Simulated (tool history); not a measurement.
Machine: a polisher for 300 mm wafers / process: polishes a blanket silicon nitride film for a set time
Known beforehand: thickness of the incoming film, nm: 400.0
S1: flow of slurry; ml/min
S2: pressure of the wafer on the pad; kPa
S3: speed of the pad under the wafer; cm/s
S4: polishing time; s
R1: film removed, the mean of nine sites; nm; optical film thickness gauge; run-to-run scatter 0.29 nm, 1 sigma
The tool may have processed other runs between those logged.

Run 1, hour 0: S1 245 ml/min, S2 17.2 kPa, S3 90 cm/s, S4 48 s. Result: R1 44.299 nm.
Run 2, hour 2.1: S1 245 ml/min, S2 15.9 kPa, S3 88 cm/s, S4 48 s. Result: R1 39.526 nm.
Run 3, hour 2.7: S1 280 ml/min, S2 15.9 kPa, S3 88 cm/s, S4 48 s. Result: R1 40.307 nm.
Run 4, hour 6: S1 280 ml/min, S2 15.2 kPa, S3 88 cm/s, S4 48 s. Result: R1 38.595 nm.
Run 5, hour 9.2: S1 280 ml/min, S2 14.5 kPa, S3 88 cm/s, S4 48 s. Result: R1 36.857 nm.
Run 6, hour 16: S1 280 ml/min, S2 15.9 kPa, S3 88 cm/s, S4 48 s. Result: R1 40.137 nm.
Run 7, hour 17.5: S1 280 ml/min, S2 15.2 kPa, S3 88 cm/s, S4 48 s. Result: R1 39.704 nm.
Run 8, hour 22.1: S1 275 ml/min, S2 14.5 kPa, S3 86 cm/s, S4 48 s. Result: R1 35.6 nm.
Run 9, hour 24.6: S1 275 ml/min, S2 13.8 kPa, S3 86 cm/s, S4 48 s. Result: R1 34.242 nm.

Expected results for the next run?
Run 10, hour 32.8: S1 275 ml/min, S2 13.1 kPa, S3 86 cm/s, S4 48 s. Result: R1 ?.

{"run 10": {"R1": 33.21}}
